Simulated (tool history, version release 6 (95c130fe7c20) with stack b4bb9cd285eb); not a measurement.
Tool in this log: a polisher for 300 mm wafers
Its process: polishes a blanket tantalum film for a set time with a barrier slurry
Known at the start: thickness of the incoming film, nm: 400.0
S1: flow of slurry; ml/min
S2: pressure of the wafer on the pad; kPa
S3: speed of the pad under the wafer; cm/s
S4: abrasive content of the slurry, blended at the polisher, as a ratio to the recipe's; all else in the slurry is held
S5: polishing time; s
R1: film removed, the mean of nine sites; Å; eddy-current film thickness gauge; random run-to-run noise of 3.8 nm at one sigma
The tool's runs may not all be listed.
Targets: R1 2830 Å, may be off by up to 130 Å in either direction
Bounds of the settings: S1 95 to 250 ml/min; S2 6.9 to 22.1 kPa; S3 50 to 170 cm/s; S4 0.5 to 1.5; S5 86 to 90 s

run,hour,S1,S2,S3,S4,S5,R1
1,0,160,14.5,110,1,86,1717.1
2,2.2,160,14.5,110,0.95,86,1736
3,3.2,160,14.5,110,0.85,86,1605.5
4,11.1,160,15.9,110,0.85,86,1800.3
5,15.1,160,16.5,110,0.85,86,1789.2
6,18.1,160,20,110,0.85,86,2275.6
# hour 18.7: slurry nozzle cleaned
7,18.7,160,20,112,0.85,86,2389.4
8,21.6,165,21.4,114,0.85,86,2641.8
9,24.5,165,21.4,114,0.85,86,2609.9

Exercise: of the 5 proposed moves below, exactly one satisfies all targets within the stated allowed misses. Which move is it?
A,27.4,190,20.7,102,0.75,88,?
B,27.4,185,19.3,98,1,86,?
C,27.4,170,22.1,114,0.9,89,?
D,27.4,170,21.4,112,0.85,86,?
E,27.4,125,21.4,128,0.65,90,?

move,R1
A,2237.7
B,2216.4
C,2873.5
D,2582.9
E,2552.9
A: further off than the last run
B: further off than the last run
C: meets every target
D: further off than the last run
E: further off than the last run
The move that meets every target is C.

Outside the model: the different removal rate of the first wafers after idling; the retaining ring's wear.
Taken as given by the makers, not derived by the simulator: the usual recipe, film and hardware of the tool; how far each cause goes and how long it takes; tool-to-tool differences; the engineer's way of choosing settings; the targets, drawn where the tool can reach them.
